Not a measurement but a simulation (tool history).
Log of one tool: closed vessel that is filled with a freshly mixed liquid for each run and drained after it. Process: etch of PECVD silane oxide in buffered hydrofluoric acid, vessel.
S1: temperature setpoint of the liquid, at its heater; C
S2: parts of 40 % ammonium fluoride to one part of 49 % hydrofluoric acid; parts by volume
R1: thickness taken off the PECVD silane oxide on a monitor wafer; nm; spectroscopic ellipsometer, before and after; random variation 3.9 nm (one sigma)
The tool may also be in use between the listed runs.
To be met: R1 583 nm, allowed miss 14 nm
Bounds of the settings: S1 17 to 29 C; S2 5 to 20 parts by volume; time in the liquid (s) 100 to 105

Run 1, hour 0: S1 21 C, S2 12 parts by volume, time in the liquid (s) 100. Result: R1 215.98 nm.
Run 2, hour 2.8: S1 23.5 C, S2 12 parts by volume, time in the liquid (s) 100. Result: R1 249.79 nm.
Run 3, hour 11.3: S1 26 C, S2 12 parts by volume, time in the liquid (s) 100. Result: R1 283.76 nm.
Run 4, hour 20.1: S1 26 C, S2 12 parts by volume, time in the liquid (s) 105. Result: R1 301.09 nm.
Run 5, hour 25.2: S1 26 C, S2 9.5 parts by volume, time in the liquid (s) 105. Result: R1 370.69 nm.
Run 6, hour 26.7: S1 24 C, S2 9.5 parts by volume, time in the liquid (s) 105. Result: R1 326.79 nm.
Run 7, hour 28.9: S1 25 C, S2 9 parts by volume, time in the liquid (s) 105. Result: R1 356.53 nm.
Run 8, hour 31: S1 25.5 C, S2 8.5 parts by volume, time in the liquid (s) 105. Result: R1 392.69 nm.

5 next moves are on the table. One of them brings every result within its allowed miss. Which?
Run A, hour 33.1: S1 22.5 C, S2 5 parts by volume, time in the liquid (s) 105. Result: R1 ?.
Run B, hour 33.1: S1 25.5 C, S2 6 parts by volume, time in the liquid (s) 105. Result: R1 ?.
Run C, hour 33.1: S1 28 C, S2 7 parts by volume, time in the liquid (s) 105. Result: R1 ?.
Run D, hour 33.1: S1 27.5 C, S2 6.5 parts by volume, time in the liquid (s) 100. Result: R1 ?.
Run E, hour 33.1: S1 23.5 C, S2 5 parts by volume, time in the liquid (s) 105. Result: R1 ?.

move      R1
   A  540.52
   B  545.38
   C  545.47
   D  539.45
   E  570.92
A: nearer than the last run, and not there yet
B: nearer than the last run, and not there yet
C: nearer than the last run, and not there yet
D: nearer than the last run, and not there yet
E: meets every target
The right move is E.

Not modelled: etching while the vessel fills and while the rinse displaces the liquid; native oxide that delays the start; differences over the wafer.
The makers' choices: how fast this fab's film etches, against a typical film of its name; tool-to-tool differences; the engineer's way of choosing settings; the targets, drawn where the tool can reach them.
